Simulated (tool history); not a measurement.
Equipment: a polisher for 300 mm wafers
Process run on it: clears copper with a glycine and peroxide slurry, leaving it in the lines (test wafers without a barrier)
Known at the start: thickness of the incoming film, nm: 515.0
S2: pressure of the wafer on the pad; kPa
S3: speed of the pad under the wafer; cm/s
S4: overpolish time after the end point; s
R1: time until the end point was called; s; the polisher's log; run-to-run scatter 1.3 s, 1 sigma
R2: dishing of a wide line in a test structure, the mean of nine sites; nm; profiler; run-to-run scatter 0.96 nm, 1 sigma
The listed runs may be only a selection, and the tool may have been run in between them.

Run 1, hour 0.0: flow of slurry (ml/min) 280, S2 20.0 kPa, S3 76 cm/s, S4 21 s. Result: R1 116.820 s, R2 64.572 nm.
Run 2, hour 7.8: flow of slurry (ml/min) 280, S2 20.0 kPa, S3 92 cm/s, S4 21 s. Result: R1 102.800 s, R2 69.896 nm.
Run 3, hour 8.9: flow of slurry (ml/min) 280, S2 20.0 kPa, S3 100 cm/s, S4 21 s. Result: R1 96.430 s, R2 72.832 nm.
Run 4, hour 15.0: flow of slurry (ml/min) 280, S2 17.9 kPa, S3 98 cm/s, S4 22 s. Result: R1 107.750 s, R2 69.192 nm.
Run 5, hour 21.3: flow of slurry (ml/min) 310, S2 17.9 kPa, S3 98 cm/s, S4 22 s. Result: R1 105.830 s, R2 68.005 nm.
Run 6, hour 26.0: flow of slurry (ml/min) 310, S2 20.0 kPa, S3 98 cm/s, S4 22 s. Result: R1 98.302 s, R2 71.551 nm.
Run 7, hour 30.2: flow of slurry (ml/min) 310, S2 17.9 kPa, S3 98 cm/s, S4 23 s. Result: R1 107.420 s, R2 70.465 nm.

Expected results for the next run?
Run 8, hour 38.0: flow of slurry (ml/min) 310, S2 16.5 kPa, S3 98 cm/s, S4 24 s. Result: R1 ?, R2 ?.

{"run 8": {"R1": 112.61, "R2": 69.246}}
